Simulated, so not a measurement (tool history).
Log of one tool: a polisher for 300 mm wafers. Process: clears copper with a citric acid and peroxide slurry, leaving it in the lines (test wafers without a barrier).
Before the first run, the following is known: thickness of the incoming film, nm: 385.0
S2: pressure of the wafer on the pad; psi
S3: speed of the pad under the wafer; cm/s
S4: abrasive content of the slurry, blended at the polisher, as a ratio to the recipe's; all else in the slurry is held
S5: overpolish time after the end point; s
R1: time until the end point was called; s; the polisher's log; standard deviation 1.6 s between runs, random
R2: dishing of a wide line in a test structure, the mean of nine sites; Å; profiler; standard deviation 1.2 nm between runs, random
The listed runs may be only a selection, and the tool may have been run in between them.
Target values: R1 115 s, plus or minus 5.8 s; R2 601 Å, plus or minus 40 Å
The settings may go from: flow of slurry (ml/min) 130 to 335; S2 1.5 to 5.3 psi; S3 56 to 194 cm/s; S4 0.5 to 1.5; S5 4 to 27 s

run 1 hour=0 | flow_of_slurry_(ml/min)=215 S2=3.4 S3=124 S4=1 S5=14 | R1=145.23 R2=295.05
run 2 hour=7.9 | flow_of_slurry_(ml/min)=215 S2=3.4 S3=102 S4=1 S5=14 | R1=171.16 R2=246.92
run 3 hour=13.3 | flow_of_slurry_(ml/min)=170 S2=3.4 S3=102 S4=1 S5=14 | R1=179.7 R2=240.65
run 4 hour=16.3 | flow_of_slurry_(ml/min)=170 S2=2.9 S3=102 S4=1 S5=14 | R1=206.78 R2=207.28
run 5 hour=24.4 | flow_of_slurry_(ml/min)=170 S2=3.2 S3=102 S4=1 S5=15 | R1=191.93 R2=239.12
run 6 hour=32.3 | flow_of_slurry_(ml/min)=170 S2=3.4 S3=102 S4=1 S5=16 | R1=178.08 R2=266.75
run 7 hour=40.6 | flow_of_slurry_(ml/min)=170 S2=3.6 S3=102 S4=1 S5=17 | R1=168.38 R2=299.43
run 8 hour=49.5 | flow_of_slurry_(ml/min)=170 S2=3.8 S3=102 S4=1 S5=18 | R1=156.88 R2=325.19
run 9 hour=54.2 | flow_of_slurry_(ml/min)=170 S2=3.9 S3=102 S4=1 S5=19 | R1=158.8 R2=372.65
run 10 hour=59.4 | flow_of_slurry_(ml/min)=175 S2=4 S3=102 S4=1 S5=19 | R1=151.2 R2=355.96

Exercise: of the 4 proposed moves below, exactly one satisfies all targets within the stated allowed misses. Which move is it?
run A hour=64.6 | flow_of_slurry_(ml/min)=165 S2=3.8 S3=96 S4=1.1 S5=26 | R1=? R2=?
run B hour=64.6 | flow_of_slurry_(ml/min)=135 S2=4.4 S3=132 S4=1.35 S5=10 | R1=? R2=?
run C hour=64.6 | flow_of_slurry_(ml/min)=175 S2=4 S3=90 S4=1.05 S5=11 | R1=? R2=?
run D hour=64.6 | flow_of_slurry_(ml/min)=205 S2=4.7 S3=112 S4=1.15 S5=24 | R1=? R2=?

move=A R1=169.3 R2=456.93
move=B R1=108.94 R2=290.38
move=C R1=170.75 R2=208.48
move=D R1=114.4 R2=601.39
A: the biggest miss grows against the last run
B: pushes the last run's worst result past its target
C: the biggest miss grows against the last run
D: hits every target within its allowed miss
Answer: D
